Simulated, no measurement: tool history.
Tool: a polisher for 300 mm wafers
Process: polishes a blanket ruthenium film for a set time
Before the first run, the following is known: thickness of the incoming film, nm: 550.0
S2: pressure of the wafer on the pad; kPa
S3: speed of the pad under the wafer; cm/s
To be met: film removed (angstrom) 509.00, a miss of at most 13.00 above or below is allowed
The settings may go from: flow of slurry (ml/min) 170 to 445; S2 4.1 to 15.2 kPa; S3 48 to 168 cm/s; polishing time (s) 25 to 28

run 1 hour=0.0 | flow_of_slurry_(ml/min)=285 S2=9.7 S3=108 polishing_time_(s)=28 | film_removed_(angstrom)=285.71
run 2 hour=0.6 | flow_of_slurry_(ml/min)=285 S2=10.3 S3=108 polishing_time_(s)=28 | film_removed_(angstrom)=303.64
run 3 hour=4.5 | flow_of_slurry_(ml/min)=285 S2=10.3 S3=94 polishing_time_(s)=28 | film_removed_(angstrom)=270.54
run 4 hour=12.0 | flow_of_slurry_(ml/min)=285 S2=11.0 S3=96 polishing_time_(s)=28 | film_removed_(angstrom)=294.47
run 5 hour=12.7 | flow_of_slurry_(ml/min)=240 S2=11.0 S3=96 polishing_time_(s)=28 | film_removed_(angstrom)=285.14
run 6 hour=15.9 | flow_of_slurry_(ml/min)=240 S2=8.3 S3=96 polishing_time_(s)=28 | film_removed_(angstrom)=212.97
run 7 hour=17.2 | flow_of_slurry_(ml/min)=255 S2=9.0 S3=96 polishing_time_(s)=28 | film_removed_(angstrom)=233.85
run 8 hour=26.0 | flow_of_slurry_(ml/min)=270 S2=9.7 S3=98 polishing_time_(s)=28 | film_removed_(angstrom)=262.22
run 9 hour=34.6 | flow_of_slurry_(ml/min)=350 S2=12.4 S3=100 polishing_time_(s)=28 | film_removed_(angstrom)=343.89
run 10 hour=40.0 | flow_of_slurry_(ml/min)=350 S2=13.1 S3=102 polishing_time_(s)=28 | film_removed_(angstrom)=372.13
run 11 hour=42.2 | flow_of_slurry_(ml/min)=350 S2=13.1 S3=104 polishing_time_(s)=28 | film_removed_(angstrom)=371.01
run 12 hour=48.4 | flow_of_slurry_(ml/min)=350 S2=13.1 S3=106 polishing_time_(s)=28 | film_removed_(angstrom)=382.76
run 13 hour=50.0 | flow_of_slurry_(ml/min)=350 S2=13.1 S3=108 polishing_time_(s)=28 | film_removed_(angstrom)=394.07
run 14 hour=50.5 | flow_of_slurry_(ml/min)=350 S2=13.1 S3=110 polishing_time_(s)=28 | film_removed_(angstrom)=393.56
run 15 hour=56.6 | flow_of_slurry_(ml/min)=360 S2=15.2 S3=116 polishing_time_(s)=28 | film_removed_(angstrom)=481.31
run 16 hour=57.9 | flow_of_slurry_(ml/min)=365 S2=15.2 S3=116 polishing_time_(s)=28 | film_removed_(angstrom)=490.84
run 17 hour=61.6 | flow_of_slurry_(ml/min)=375 S2=15.2 S3=118 polishing_time_(s)=28 | film_removed_(angstrom)=490.03

Below are 4 possible settings for the next run. Only one of them brings all results inside the allowed miss of their targets. Which is it?
run A hour=65.3 | flow_of_slurry_(ml/min)=370 S2=14.5 S3=126 polishing_time_(s)=26 | film_removed_(angstrom)=?
run B hour=65.3 | flow_of_slurry_(ml/min)=410 S2=15.2 S3=118 polishing_time_(s)=27 | film_removed_(angstrom)=?
run C hour=65.3 | flow_of_slurry_(ml/min)=400 S2=15.2 S3=122 polishing_time_(s)=28 | film_removed_(angstrom)=?
run D hour=65.3 | flow_of_slurry_(ml/min)=355 S2=15.2 S3=116 polishing_time_(s)=27 | film_removed_(angstrom)=?

move=A film_removed_(angstrom)=461.09
move=B film_removed_(angstrom)=475.42
move=C film_removed_(angstrom)=507.45
move=D film_removed_(angstrom)=463.05
A: its largest miss is bigger than the last run's
B: its largest miss is bigger than the last run's
C: hits every target within its allowed miss
D: its largest miss is bigger than the last run's
Go with C: it meets all targets.
